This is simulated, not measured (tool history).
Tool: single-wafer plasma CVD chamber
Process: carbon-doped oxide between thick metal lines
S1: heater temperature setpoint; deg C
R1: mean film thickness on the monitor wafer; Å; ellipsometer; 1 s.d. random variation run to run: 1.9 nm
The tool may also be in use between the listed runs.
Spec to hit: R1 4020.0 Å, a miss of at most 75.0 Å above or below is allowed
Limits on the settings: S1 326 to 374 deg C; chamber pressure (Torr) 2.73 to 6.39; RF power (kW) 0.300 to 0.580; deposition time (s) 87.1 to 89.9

{"run": 1, "hour": 0.0, "S1": 350, "chamber pressure (Torr)": 4.56, "RF power (kW)": 0.44, "deposition time (s)": 87.1, "R1": 4398.1}
{"run": 2, "hour": 7.8, "S1": 350, "chamber pressure (Torr)": 4.56, "RF power (kW)": 0.44, "deposition time (s)": 89.9, "R1": 4574.9}
{"run": 3, "hour": 15.2, "S1": 351, "chamber pressure (Torr)": 4.35, "RF power (kW)": 0.435, "deposition time (s)": 89.9, "R1": 4502.1}
{"run": 4, "hour": 21.0, "S1": 352, "chamber pressure (Torr)": 4.18, "RF power (kW)": 0.43, "deposition time (s)": 89.9, "R1": 4399.1}
{"run": 5, "hour": 26.3, "S1": 352, "chamber pressure (Torr)": 4.18, "RF power (kW)": 0.49, "deposition time (s)": 89.9, "R1": 4692.0}
{"run": 6, "hour": 34.7, "S1": 354, "chamber pressure (Torr)": 3.95, "RF power (kW)": 0.485, "deposition time (s)": 89.8, "R1": 4675.4}
{"run": 7, "hour": 36.7, "S1": 354, "chamber pressure (Torr)": 3.82, "RF power (kW)": 0.47, "deposition time (s)": 89.6, "R1": 4529.6}
{"run": 8, "hour": 43.0, "S1": 355, "chamber pressure (Torr)": 3.66, "RF power (kW)": 0.46, "deposition time (s)": 89.5, "R1": 4465.1}
{"run": 9, "hour": 46.1, "S1": 356, "chamber pressure (Torr)": 3.55, "RF power (kW)": 0.45, "deposition time (s)": 89.4, "R1": 4386.1}
{"run": 10, "hour": 47.4, "S1": 356, "chamber pressure (Torr)": 3.45, "RF power (kW)": 0.44, "deposition time (s)": 89.3, "R1": 4318.6}
{"run": 11, "hour": 55.3, "S1": 357, "chamber pressure (Torr)": 3.36, "RF power (kW)": 0.435, "deposition time (s)": 89.2, "R1": 4257.1}
{"run": 12, "hour": 57.1, "S1": 358, "chamber pressure (Torr)": 3.27, "RF power (kW)": 0.43, "deposition time (s)": 89.2, "R1": 4189.8}
{"run": 13, "hour": 62.1, "S1": 359, "chamber pressure (Torr)": 3.2, "RF power (kW)": 0.43, "deposition time (s)": 89.2, "R1": 4171.5}

4 next moves are on the table. One of them brings every result within its allowed miss. Which?
{"run": "A", "hour": 67.1, "S1": 344, "chamber pressure (Torr)": 2.93, "RF power (kW)": 0.455, "deposition time (s)": 88.3, "R1": "?"}
{"run": "B", "hour": 67.1, "S1": 347, "chamber pressure (Torr)": 3.09, "RF power (kW)": 0.35, "deposition time (s)": 89.0, "R1": "?"}
{"run": "C", "hour": 67.1, "S1": 359, "chamber pressure (Torr)": 3.19, "RF power (kW)": 0.42, "deposition time (s)": 89.9, "R1": "?"}
{"run": "D", "hour": 67.1, "S1": 365, "chamber pressure (Torr)": 2.79, "RF power (kW)": 0.415, "deposition time (s)": 89.9, "R1": "?"}

move=A R1=4371.1
move=B R1=3823.3
move=C R1=4125.0
move=D R1=3994.0
A: misses by more than the last run did
B: moves the result that the last run missed by most past its target, out the other side
C: closes in on the targets versus the last run, not all within tolerance yet
D: meets every target
Answer: D
